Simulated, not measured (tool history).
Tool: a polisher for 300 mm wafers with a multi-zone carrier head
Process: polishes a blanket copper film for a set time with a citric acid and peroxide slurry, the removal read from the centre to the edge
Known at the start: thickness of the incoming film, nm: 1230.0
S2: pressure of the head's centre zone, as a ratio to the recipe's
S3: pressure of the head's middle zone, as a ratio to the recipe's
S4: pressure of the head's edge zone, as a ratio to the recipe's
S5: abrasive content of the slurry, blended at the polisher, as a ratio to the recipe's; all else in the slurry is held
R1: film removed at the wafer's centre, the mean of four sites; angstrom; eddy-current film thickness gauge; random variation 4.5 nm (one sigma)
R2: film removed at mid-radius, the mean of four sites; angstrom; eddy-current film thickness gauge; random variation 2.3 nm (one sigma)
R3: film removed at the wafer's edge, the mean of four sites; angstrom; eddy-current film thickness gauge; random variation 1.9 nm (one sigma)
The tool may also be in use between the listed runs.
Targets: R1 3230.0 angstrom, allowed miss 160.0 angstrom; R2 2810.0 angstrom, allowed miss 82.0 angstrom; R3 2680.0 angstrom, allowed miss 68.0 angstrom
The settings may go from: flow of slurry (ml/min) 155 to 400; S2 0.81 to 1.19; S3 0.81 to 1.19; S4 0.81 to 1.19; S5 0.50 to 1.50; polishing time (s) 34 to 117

run 1 hour=0.0 | flow_of_slurry_(ml/min)=255 S2=1.00 S3=1.00 S4=1.00 S5=1.00 polishing_time_(s)=75 | R1=2352.7 R2=2216.3 R3=2265.0
run 2 hour=4.4 | flow_of_slurry_(ml/min)=270 S2=1.04 S3=1.03 S4=1.03 S5=1.10 polishing_time_(s)=75 | R1=2550.2 R2=2353.7 R3=2356.0
run 3 hour=7.0 | flow_of_slurry_(ml/min)=270 S2=1.04 S3=1.03 S4=1.03 S5=1.25 polishing_time_(s)=75 | R1=2633.0 R2=2429.8 R3=2440.3
run 4 hour=14.6 | flow_of_slurry_(ml/min)=280 S2=1.07 S3=1.05 S4=1.05 S5=1.30 polishing_time_(s)=75 | R1=2673.3 R2=2474.9 R3=2497.1
run 5 hour=18.5 | flow_of_slurry_(ml/min)=280 S2=1.07 S3=1.05 S4=0.98 S5=1.30 polishing_time_(s)=75 | R1=2630.9 R2=2437.5 R3=2406.3
run 6 hour=23.3 | flow_of_slurry_(ml/min)=280 S2=1.14 S3=1.05 S4=0.98 S5=1.30 polishing_time_(s)=75 | R1=2860.0 R2=2472.9 R3=2391.4
run 7 hour=25.2 | flow_of_slurry_(ml/min)=285 S2=1.15 S3=1.06 S4=1.00 S5=1.35 polishing_time_(s)=75 | R1=2928.5 R2=2520.0 R3=2435.0
run 8 hour=26.1 | flow_of_slurry_(ml/min)=290 S2=1.16 S3=1.07 S4=1.02 S5=1.40 polishing_time_(s)=75 | R1=2961.0 R2=2573.0 R3=2479.1
run 9 hour=32.5 | flow_of_slurry_(ml/min)=295 S2=1.17 S3=1.08 S4=1.03 S5=1.40 polishing_time_(s)=76 | R1=3077.5 R2=2610.8 R3=2553.0

5 next moves are on the table. One of them brings every result within its allowed miss. Which?
run A hour=38.9 | flow_of_slurry_(ml/min)=295 S2=0.99 S3=1.17 S4=0.98 S5=1.50 polishing_time_(s)=79 | R1=? R2=? R3=?
run B hour=38.9 | flow_of_slurry_(ml/min)=215 S2=1.06 S3=1.19 S4=0.97 S5=1.45 polishing_time_(s)=82 | R1=? R2=? R3=?
run C hour=38.9 | flow_of_slurry_(ml/min)=280 S2=1.11 S3=0.97 S4=1.04 S5=1.50 polishing_time_(s)=74 | R1=? R2=? R3=?
run D hour=38.9 | flow_of_slurry_(ml/min)=280 S2=1.19 S3=1.13 S4=1.06 S5=1.25 polishing_time_(s)=82 | R1=? R2=? R3=?
run E hour=38.9 | flow_of_slurry_(ml/min)=275 S2=1.19 S3=1.14 S4=0.95 S5=1.15 polishing_time_(s)=76 | R1=? R2=? R3=?

move=A R1=2697.9 R2=2915.1 R3=2593.7
move=B R1=2846.4 R2=2914.1 R3=2578.1
move=C R1=2815.2 R2=2414.3 R3=2494.6
move=D R1=3212.5 R2=2819.4 R3=2672.8
move=E R1=2915.6 R2=2574.1 R3=2301.8
A: takes the result that was furthest off past its target
B: takes the result that was furthest off past its target
C: further off than the last run
D: meets every target
E: further off than the last run
Answer: D
